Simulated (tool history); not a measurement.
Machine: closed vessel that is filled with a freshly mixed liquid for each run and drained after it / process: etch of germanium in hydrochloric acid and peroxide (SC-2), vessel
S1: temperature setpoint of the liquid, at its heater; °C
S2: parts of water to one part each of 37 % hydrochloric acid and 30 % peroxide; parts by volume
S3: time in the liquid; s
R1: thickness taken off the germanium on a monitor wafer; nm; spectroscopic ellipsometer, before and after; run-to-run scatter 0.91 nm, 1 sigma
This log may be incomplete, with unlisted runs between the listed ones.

| run | day | S1 | S2 | S3 | R1 |
|---|---|---|---|---|---|
| 1 | 0 | 56 | 9.5 | 85 | 122.46 |
| 2 | 0.267 | 56 | 11.5 | 85 | 120.33 |
| 3 | 0.642 | 52.5 | 11.5 | 85 | 108.72 |
| 4 | 0.875 | 54.5 | 11.5 | 85 | 114.17 |
| 5 | 0.996 | 54.5 | 8.5 | 85 | 117.6 |
| 6 | 1.304 | 54.5 | 8.5 | 85 | 118.36 |
|  | 1.588 | chemicals flow meter replaced |
| 7 | 1.588 | 56 | 8.5 | 85 | 123.32 |
| 8 | 1.9 | 57 | 8.5 | 85 | 127.79 |
| 9 | 2.229 | 58 | 8.5 | 85 | 129.98 |

Run 10 is up next; what results do you expect?
| 10 | 2.55 | 65 | 8 | 85 | ? |

R1: 160.69 nm
